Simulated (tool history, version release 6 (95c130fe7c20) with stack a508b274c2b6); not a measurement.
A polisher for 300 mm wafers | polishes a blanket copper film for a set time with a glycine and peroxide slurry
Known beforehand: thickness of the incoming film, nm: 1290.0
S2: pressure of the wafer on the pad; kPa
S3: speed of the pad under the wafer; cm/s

run 1 hour=0 | flow_of_slurry_(ml/min)=275 S2=22.1 S3=76 polishing_time_(s)=88 | film_removed_(Å)=4143.5
run 2 hour=5.5 | flow_of_slurry_(ml/min)=275 S2=26.9 S3=76 polishing_time_(s)=88 | film_removed_(Å)=4681.3
run 3 hour=10.1 | flow_of_slurry_(ml/min)=305 S2=26.9 S3=76 polishing_time_(s)=88 | film_removed_(Å)=4690.1
run 4 hour=17.6 | flow_of_slurry_(ml/min)=345 S2=26.9 S3=76 polishing_time_(s)=88 | film_removed_(Å)=4642.9
run 5 hour=18.7 | flow_of_slurry_(ml/min)=345 S2=26.9 S3=76 polishing_time_(s)=92 | film_removed_(Å)=4954.9
run 6 hour=27.1 | flow_of_slurry_(ml/min)=345 S2=22.1 S3=76 polishing_time_(s)=92 | film_removed_(Å)=4450.4

Predict the results of run 7:
run 7 hour=30.6 | flow_of_slurry_(ml/min)=345 S2=21.4 S3=74 polishing_time_(s)=92 | film_removed_(Å)=?

{"run 7": {"film removed (Å)": 4289.3}}
